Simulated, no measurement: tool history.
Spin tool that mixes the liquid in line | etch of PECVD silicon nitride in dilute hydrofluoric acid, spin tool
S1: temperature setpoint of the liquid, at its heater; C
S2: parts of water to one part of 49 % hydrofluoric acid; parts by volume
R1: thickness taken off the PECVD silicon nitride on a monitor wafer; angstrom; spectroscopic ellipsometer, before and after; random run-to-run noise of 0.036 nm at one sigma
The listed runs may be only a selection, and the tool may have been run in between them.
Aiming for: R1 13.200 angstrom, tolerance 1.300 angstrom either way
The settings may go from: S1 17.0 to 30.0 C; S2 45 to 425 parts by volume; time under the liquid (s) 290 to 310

{"run": 1, "day": 0.0, "S1": 22.0, "S2": 235, "time under the liquid (s)": 290, "R1": 21.792}
{"run": 2, "day": 0.354, "S1": 22.0, "S2": 175, "time under the liquid (s)": 290, "R1": 29.01}
{"run": 3, "day": 0.654, "S1": 21.0, "S2": 200, "time under the liquid (s)": 290, "R1": 23.704}
{"run": 4, "day": 0.917, "S1": 20.5, "S2": 215, "time under the liquid (s)": 290, "R1": 21.183}
{"run": 5, "day": 1.158, "S1": 23.0, "S2": 215, "time under the liquid (s)": 290, "R1": 26.265}
{"run": 6, "day": 1.517, "S1": 22.0, "S2": 225, "time under the liquid (s)": 290, "R1": 22.532}
{"run": 7, "day": 1.567, "S1": 21.0, "S2": 235, "time under the liquid (s)": 290, "R1": 20.256}
{"run": 8, "day": 1.771, "S1": 20.5, "S2": 245, "time under the liquid (s)": 290, "R1": 18.63}
{"run": 9, "day": 1.958, "S1": 20.0, "S2": 250, "time under the liquid (s)": 290, "R1": 17.661}
{"run": 10, "day": 2.046, "S1": 19.5, "S2": 255, "time under the liquid (s)": 290, "R1": 17.721}
{"run": 11, "day": 2.104, "S1": 19.0, "S2": 265, "time under the liquid (s)": 290, "R1": 16.676}
{"run": 12, "day": 2.333, "S1": 18.5, "S2": 275, "time under the liquid (s)": 290, "R1": 15.206}
{"run": 13, "day": 2.571, "S1": 18.5, "S2": 280, "time under the liquid (s)": 290, "R1": 15.051}
{"run": 14, "day": 2.792, "S1": 18.5, "S2": 285, "time under the liquid (s)": 290, "R1": 14.797}

Below are 4 possible settings for the next run. Only one of them brings all results inside the allowed miss of their targets. Which is it?
{"run": "A", "day": 3.012, "S1": 17.5, "S2": 345, "time under the liquid (s)": 290, "R1": "?"}
{"run": "B", "day": 3.012, "S1": 17.5, "S2": 245, "time under the liquid (s)": 310, "R1": "?"}
{"run": "C", "day": 3.012, "S1": 17.5, "S2": 330, "time under the liquid (s)": 310, "R1": "?"}
{"run": "D", "day": 3.012, "S1": 17.5, "S2": 370, "time under the liquid (s)": 290, "R1": "?"}

move=A R1=11.644
move=B R1=17.245
move=C R1=12.983
move=D R1=10.896
A: moves the result that the last run missed by most past its target, out the other side
B: moves away from the targets compared with the last run
C: hits every target within its allowed miss
D: moves the result that the last run missed by most past its target, out the other side
Answer: C
